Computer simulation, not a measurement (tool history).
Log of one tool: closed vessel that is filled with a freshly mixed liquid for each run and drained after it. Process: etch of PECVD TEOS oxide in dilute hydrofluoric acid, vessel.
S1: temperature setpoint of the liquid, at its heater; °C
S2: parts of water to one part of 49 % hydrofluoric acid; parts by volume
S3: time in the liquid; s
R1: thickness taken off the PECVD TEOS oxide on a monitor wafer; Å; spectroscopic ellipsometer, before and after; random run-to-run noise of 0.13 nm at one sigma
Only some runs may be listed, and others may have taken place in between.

Run 1, day 0: S1 24 °C, S2 55 parts by volume, S3 30 s. Result: R1 66.343 Å.
Run 2, day 0.129: S1 24 °C, S2 75 parts by volume, S3 30 s. Result: R1 46.224 Å.
Run 3, day 0.229: S1 26 °C, S2 65 parts by volume, S3 30 s. Result: R1 58.929 Å.
Run 4, day 0.379: S1 26 °C, S2 65 parts by volume, S3 30 s. Result: R1 59.926 Å.
Run 5, day 0.512: S1 27.5 °C, S2 65 parts by volume, S3 30 s. Result: R1 63.479 Å.
Run 6, day 0.875: S1 28.5 °C, S2 55 parts by volume, S3 30 s. Result: R1 79.656 Å.

Run 7 comes next. What will it give?
Run 7, day 1.175: S1 32 °C, S2 30 parts by volume, S3 30 s. Result: R1 ?.

Run 7 produced R1 172.49 Å.

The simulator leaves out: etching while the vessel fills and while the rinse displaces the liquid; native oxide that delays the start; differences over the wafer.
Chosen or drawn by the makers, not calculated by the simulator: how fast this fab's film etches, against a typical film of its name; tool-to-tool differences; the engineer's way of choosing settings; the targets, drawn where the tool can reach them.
